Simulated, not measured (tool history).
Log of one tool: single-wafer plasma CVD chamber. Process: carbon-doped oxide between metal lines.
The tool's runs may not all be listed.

run,hour,heater temperature setpoint (°C),chamber pressure (Torr),RF power (kW),deposition time (s),mean film thickness on the monitor wafer (angstrom)
1,0,350,6.42,0.645,23.6,1458.3
2,3.8,350,6.42,0.645,22.5,1400
3,11,350,6.42,0.645,23.6,1458.9
4,14.7,350,7.11,0.645,23.6,1464.6
5,18.4,353,7,0.64,23.6,1449.9
6,25.4,356,6.84,0.635,23.6,1422.3
7,31.7,358,6.78,0.635,23.6,1417.7
8,36.7,360,6.71,0.635,23.6,1409.2
9,37.3,361,6.65,0.635,23.6,1407.4
10,44.7,362,6.59,0.635,23.6,1402.8

What will run 11 give?
11,47.9,363,6.54,0.635,23.6,?

Run 11 came out at mean film thickness on the monitor wafer (angstrom) 1399.5.
